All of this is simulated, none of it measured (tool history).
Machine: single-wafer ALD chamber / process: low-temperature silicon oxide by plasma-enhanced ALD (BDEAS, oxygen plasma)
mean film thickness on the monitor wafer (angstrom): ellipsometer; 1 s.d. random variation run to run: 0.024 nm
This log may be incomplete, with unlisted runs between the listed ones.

run  hour  heater temperature setpoint (K)  number of ALD cycles (cycles)  mean film thickness on the monitor wafer (angstrom)
  1     0                           383.15                             55                                               86.327
  2     4                           384.15                             54                                               84.804
  3   5.8                           384.15                             57                                               89.492
  4  10.8                           385.15                             56                                               87.617
  5    19                           386.15                             55                                               85.846
  6  22.3                           394.15                             55                                               84.986
  7    24                           394.15                             54                                               83.015

Run 8 has not been measured yet. What should we expect?
  8    30                           395.15                             53                                                    ?

Run 8 measured mean film thickness on the monitor wafer (angstrom) 81.121.
